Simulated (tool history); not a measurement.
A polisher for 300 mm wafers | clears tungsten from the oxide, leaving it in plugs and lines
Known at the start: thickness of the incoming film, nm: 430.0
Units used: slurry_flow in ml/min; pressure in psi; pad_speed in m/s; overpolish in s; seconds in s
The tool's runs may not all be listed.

run    day  slurry_flow  pressure  pad_speed  slurry_solids  overpolish  seconds
  1  0.000          200       4.5       1.34            1.0          39   56.987
  2  0.042          200       4.5       1.60            1.0          39   48.336
  3  0.300          200       4.9       1.60            1.0          39   43.796
  4  0.646          200       3.9       1.60            1.0          39   55.105
  5  0.879          200       4.5       1.60            1.0          39   47.752
  6  1.208          200       4.9       1.60            1.0          39   44.390

Predict the results of run 7:
  7  1.375          200       5.3       1.60            1.0          39        ?

Run 7 measured seconds 41.188 s.
